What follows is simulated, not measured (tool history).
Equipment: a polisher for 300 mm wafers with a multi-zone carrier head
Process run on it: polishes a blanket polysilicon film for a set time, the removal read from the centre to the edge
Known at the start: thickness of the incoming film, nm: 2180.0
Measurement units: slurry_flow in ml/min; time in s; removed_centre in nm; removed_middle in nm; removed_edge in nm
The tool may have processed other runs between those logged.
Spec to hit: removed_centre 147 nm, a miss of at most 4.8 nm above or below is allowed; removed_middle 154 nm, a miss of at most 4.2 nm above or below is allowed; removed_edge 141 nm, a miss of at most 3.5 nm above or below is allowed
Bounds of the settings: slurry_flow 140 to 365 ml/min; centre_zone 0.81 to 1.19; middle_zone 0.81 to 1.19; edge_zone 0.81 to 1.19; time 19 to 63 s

Run 1, hour 0: slurry_flow 235 ml/min, centre_zone 1, middle_zone 1, edge_zone 1, time 41 s. Result: removed_centre 245.69 nm, removed_middle 242.58 nm, removed_edge 244.21 nm.
Run 2, hour 3.5: slurry_flow 290 ml/min, centre_zone 1, middle_zone 1, edge_zone 1, time 41 s. Result: removed_centre 252.54 nm, removed_middle 255.82 nm, removed_edge 243.54 nm.
Run 3, hour 5.5: slurry_flow 305 ml/min, centre_zone 0.98, middle_zone 0.98, edge_zone 0.97, time 36 s. Result: removed_centre 217.71 nm, removed_middle 219.2 nm, removed_edge 212.75 nm.
Run 4, hour 7.9: slurry_flow 305 ml/min, centre_zone 0.98, middle_zone 0.98, edge_zone 1.01, time 36 s. Result: removed_centre 219.91 nm, removed_middle 219.81 nm, removed_edge 219.11 nm.
Run 5, hour 11.2: slurry_flow 270 ml/min, centre_zone 0.98, middle_zone 0.98, edge_zone 1.01, time 36 s. Result: removed_centre 215.49 nm, removed_middle 217.39 nm, removed_edge 215.88 nm.
Run 6, hour 18.2: slurry_flow 285 ml/min, centre_zone 0.97, middle_zone 0.98, edge_zone 0.98, time 33 s. Result: removed_centre 197.15 nm, removed_middle 199.44 nm, removed_edge 194.19 nm.
Run 7, hour 21: slurry_flow 280 ml/min, centre_zone 0.95, middle_zone 0.97, edge_zone 0.94, time 31 s. Result: removed_centre 181.51 nm, removed_middle 186.02 nm, removed_edge 179.88 nm.
Run 8, hour 25.8: slurry_flow 280 ml/min, centre_zone 0.94, middle_zone 0.97, edge_zone 0.91, time 30 s. Result: removed_centre 172.91 nm, removed_middle 177.45 nm, removed_edge 173.22 nm.
Run 9, hour 28.3: slurry_flow 280 ml/min, centre_zone 0.94, middle_zone 0.98, edge_zone 0.89, time 29 s. Result: removed_centre 166.98 nm, removed_middle 175.36 nm, removed_edge 166.1 nm.
Run 10, hour 31.3: slurry_flow 275 ml/min, centre_zone 0.94, middle_zone 0.98, edge_zone 0.87, time 28 s. Result: removed_centre 159.06 nm, removed_middle 166.25 nm, removed_edge 157.6 nm.
Run 11, hour 37.9: slurry_flow 260 ml/min, centre_zone 0.95, middle_zone 0.99, edge_zone 0.86, time 28 s. Result: removed_centre 159.06 nm, removed_middle 170.11 nm, removed_edge 158.56 nm.
Run 12, hour 38.5: slurry_flow 270 ml/min, centre_zone 0.95, middle_zone 0.99, edge_zone 0.85, time 27 s. Result: removed_centre 156.32 nm, removed_middle 165.51 nm, removed_edge 152.96 nm.
Run 13, hour 39.3: slurry_flow 265 ml/min, centre_zone 0.95, middle_zone 0.99, edge_zone 0.84, time 27 s. Result: removed_centre 153.88 nm, removed_middle 163.09 nm, removed_edge 152.53 nm.
Run 14, hour 40: slurry_flow 270 ml/min, centre_zone 0.96, middle_zone 0.99, edge_zone 0.83, time 26 s. Result: removed_centre 153.34 nm, removed_middle 157.44 nm, removed_edge 146.67 nm.

Which single option among these 5 for the next run brings every result within its allowed miss of target? Just one does.
Run A, hour 40.7: slurry_flow 240 ml/min, centre_zone 0.99, middle_zone 1.04, edge_zone 0.91, time 25 s. Result: removed_centre ?, removed_middle ?, removed_edge ?.
Run B, hour 40.7: slurry_flow 295 ml/min, centre_zone 1.03, middle_zone 0.94, edge_zone 0.85, time 25 s. Result: removed_centre ?, removed_middle ?, removed_edge ?.
Run C, hour 40.7: slurry_flow 270 ml/min, centre_zone 1.04, middle_zone 1.01, edge_zone 0.81, time 25 s. Result: removed_centre ?, removed_middle ?, removed_edge ?.
Run D, hour 40.7: slurry_flow 245 ml/min, centre_zone 1.02, middle_zone 1.03, edge_zone 0.91, time 27 s. Result: removed_centre ?, removed_middle ?, removed_edge ?.
Run E, hour 40.7: slurry_flow 330 ml/min, centre_zone 1.08, middle_zone 1.01, edge_zone 0.81, time 23 s. Result: removed_centre ?, removed_middle ?, removed_edge ?.

move  removed_centre  removed_middle  removed_edge
   A          150.12          157.91         142.5
   B          160.07          148.58        142.33
   C           159.9          156.29        139.12
   D          167.32          169.59        154.24
   E          156.07          146.79        130.04
A: each result inside its tolerance
B: brings the last run's worst result on target, with another outside its allowed miss
C: brings the last run's worst result on target, with another outside its allowed miss
D: its largest miss is bigger than the last run's
E: takes the biggest miss from the last run beyond its target
The right move is A.
